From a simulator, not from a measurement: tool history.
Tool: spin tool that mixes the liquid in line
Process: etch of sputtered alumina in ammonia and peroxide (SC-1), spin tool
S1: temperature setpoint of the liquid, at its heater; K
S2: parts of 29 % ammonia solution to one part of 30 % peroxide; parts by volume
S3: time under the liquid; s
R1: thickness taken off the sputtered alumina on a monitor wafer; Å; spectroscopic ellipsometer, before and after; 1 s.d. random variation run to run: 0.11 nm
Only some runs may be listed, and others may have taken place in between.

run 1 hour=0.0 | S1=336.15 S2=0.50 S3=50 | R1=77.003
run 2 hour=8.3 | S1=336.15 S2=0.40 S3=50 | R1=76.936
run 3 hour=16.7 | S1=336.15 S2=0.25 S3=50 | R1=72.271
run 4 hour=24.2 | S1=341.65 S2=0.25 S3=50 | R1=94.539
run 5 hour=29.7 | S1=342.15 S2=0.35 S3=50 | R1=100.080
run 6 hour=30.6 | S1=342.15 S2=0.35 S3=50 | R1=101.320
run 7 hour=37.3 | S1=342.65 S2=0.40 S3=50 | R1=103.820
run 8 hour=39.0 | S1=342.65 S2=0.40 S3=50 | R1=105.410

Estimate the outcome of run 9 from the log above:
run 9 hour=42.0 | S1=343.15 S2=0.50 S3=55 | R1=?

Run 9 yielded R1 118.000 Å.
